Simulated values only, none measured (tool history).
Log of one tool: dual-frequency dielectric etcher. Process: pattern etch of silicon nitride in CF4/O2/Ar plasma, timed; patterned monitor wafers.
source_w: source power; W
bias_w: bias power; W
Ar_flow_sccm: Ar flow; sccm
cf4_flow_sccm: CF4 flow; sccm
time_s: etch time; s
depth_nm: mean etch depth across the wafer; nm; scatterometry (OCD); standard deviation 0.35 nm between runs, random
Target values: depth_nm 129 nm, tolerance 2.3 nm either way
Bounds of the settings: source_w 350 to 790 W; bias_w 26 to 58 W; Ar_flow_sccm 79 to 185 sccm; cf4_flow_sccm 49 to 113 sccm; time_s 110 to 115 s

run,hour,source_w,bias_w,Ar_flow_sccm,cf4_flow_sccm,time_s,depth_nm
1,0,570,42,132,81,110,187
2,3.5,640,42,132,81,110,210.75
3,9,640,42,148,81,110,207.96
4,16.4,640,42,148,69,110,202.7
5,24.7,640,42,138,69,110,204.56
6,32.8,550,42,138,69,110,174.25
7,37.8,490,42,138,69,110,154.37
8,45.3,460,42,138,69,110,144.84
9,48.8,440,42,138,69,110,137.7
10,54.2,400,42,138,69,110,123.14

Exactly one of the 5 candidate moves below puts every result within its allowed miss. Which one?
A,59.6,380,42,130,69,111.5,?
B,59.6,420,36,107,55,114.5,?
C,59.6,400,43,143,71,110,?
D,59.6,360,51,161,74,110.5,?
E,59.6,380,43,128,60,111.5,?

move,depth_nm
A,119.54
B,130.42
C,124.85
D,116.94
E,118.66
A: moves away from the targets compared with the last run
B: all results land within tolerance of their targets
C: gains on the last run, yet a result remains outside its allowed miss
D: moves away from the targets compared with the last run
E: moves away from the targets compared with the last run
B meets every target.
